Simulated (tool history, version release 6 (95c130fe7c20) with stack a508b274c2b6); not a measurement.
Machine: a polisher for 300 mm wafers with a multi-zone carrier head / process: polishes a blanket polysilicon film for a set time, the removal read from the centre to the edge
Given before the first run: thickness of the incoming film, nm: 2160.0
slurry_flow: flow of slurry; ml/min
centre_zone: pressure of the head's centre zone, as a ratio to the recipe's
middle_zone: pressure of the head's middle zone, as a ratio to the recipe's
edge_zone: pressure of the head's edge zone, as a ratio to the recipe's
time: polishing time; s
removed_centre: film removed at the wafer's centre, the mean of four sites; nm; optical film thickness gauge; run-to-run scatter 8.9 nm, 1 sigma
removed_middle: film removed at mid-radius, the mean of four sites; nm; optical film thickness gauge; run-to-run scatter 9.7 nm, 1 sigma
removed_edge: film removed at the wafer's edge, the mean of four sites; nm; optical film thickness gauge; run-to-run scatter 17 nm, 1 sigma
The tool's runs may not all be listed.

run	hour	slurry_flow	centre_zone	middle_zone	edge_zone	time	removed_centre	removed_middle	removed_edge
1	0.0	310	1.00	1.00	1.00	64	906.16	919.66	866.57
2	5.9	330	1.06	1.01	1.03	69	1048.60	985.92	963.15
3	6.5	330	1.06	0.96	1.03	69	1044.40	963.09	966.76
4	7.7	330	1.06	0.96	1.03	81	1229.90	1117.00	1117.40
5	11.1	350	1.09	0.99	1.04	81	1254.70	1157.50	1144.50
6	18.7	350	1.12	0.99	1.03	82	1306.70	1170.10	1158.90
7	22.3	350	1.14	0.99	1.01	83	1358.10	1187.70	1149.10
8	27.2	355	1.16	0.99	1.01	84	1392.90	1203.60	1168.90
9	30.1	360	1.17	0.99	1.01	84	1407.90	1200.70	1140.20

Run 10 comes next. What will it give?
10	39.1	360	1.17	0.99	1.01	84	?	?	?

{"run 10": {"removed_centre": 1377.2, "removed_middle": 1192.6, "removed_edge": 1179.7}}
